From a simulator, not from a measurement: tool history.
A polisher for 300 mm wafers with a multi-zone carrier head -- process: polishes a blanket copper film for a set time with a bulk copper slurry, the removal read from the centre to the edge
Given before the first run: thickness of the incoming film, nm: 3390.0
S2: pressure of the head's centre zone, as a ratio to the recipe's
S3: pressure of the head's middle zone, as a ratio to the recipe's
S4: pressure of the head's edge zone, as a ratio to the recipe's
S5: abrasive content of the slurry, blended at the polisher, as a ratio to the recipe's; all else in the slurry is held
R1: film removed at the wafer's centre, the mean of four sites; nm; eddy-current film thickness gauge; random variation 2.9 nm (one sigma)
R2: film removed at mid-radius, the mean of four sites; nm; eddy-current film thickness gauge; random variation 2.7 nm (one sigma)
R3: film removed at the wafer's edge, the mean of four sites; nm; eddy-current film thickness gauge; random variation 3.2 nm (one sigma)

run 1 hour=0 | flow_of_slurry_(ml/min)=130 S2=1 S3=1 S4=1 S5=1 polishing_time_(s)=57 | R1=379.64 R2=369.62 R3=381.25
run 2 hour=3.6 | flow_of_slurry_(ml/min)=130 S2=1 S3=1 S4=1 S5=0.9 polishing_time_(s)=57 | R1=370.25 R2=361.99 R3=366.59
run 3 hour=8.7 | flow_of_slurry_(ml/min)=130 S2=1 S3=1 S4=1 S5=0.9 polishing_time_(s)=68 | R1=443.77 R2=436.72 R3=437.44
run 4 hour=16.4 | flow_of_slurry_(ml/min)=125 S2=0.99 S3=0.97 S4=0.96 S5=0.8 polishing_time_(s)=63 | R1=379.1 R2=375.83 R3=388.15
run 5 hour=25.1 | flow_of_slurry_(ml/min)=145 S2=0.99 S3=0.97 S4=0.96 S5=0.8 polishing_time_(s)=63 | R1=404.04 R2=381.77 R3=399.57
run 6 hour=30.8 | flow_of_slurry_(ml/min)=145 S2=0.99 S3=0.97 S4=0.96 S5=0.6 polishing_time_(s)=63 | R1=364.71 R2=355.09 R3=364.74
run 7 hour=34.1 | flow_of_slurry_(ml/min)=140 S2=1.01 S3=0.97 S4=0.94 S5=0.55 polishing_time_(s)=59 | R1=336.1 R2=314.32 R3=329.08
run 8 hour=39 | flow_of_slurry_(ml/min)=130 S2=1.02 S3=0.98 S4=0.91 S5=0.55 polishing_time_(s)=57 | R1=322.21 R2=302.18 R3=305.88
run 9 hour=47 | flow_of_slurry_(ml/min)=120 S2=1.02 S3=0.97 S4=0.89 S5=0.55 polishing_time_(s)=57 | R1=313.63 R2=298.72 R3=298.4
run 10 hour=49.1 | flow_of_slurry_(ml/min)=115 S2=1.02 S3=0.95 S4=0.87 S5=0.55 polishing_time_(s)=57 | R1=308.95 R2=287.14 R3=300.68

For run 11, what comes out?
run 11 hour=52.1 | flow_of_slurry_(ml/min)=110 S2=1.03 S3=0.95 S4=0.86 S5=0.55 polishing_time_(s)=56 | R1=? R2=? R3=?

{"run 11": {"R1": 305.81, "R2": 282, "R3": 288.93}}
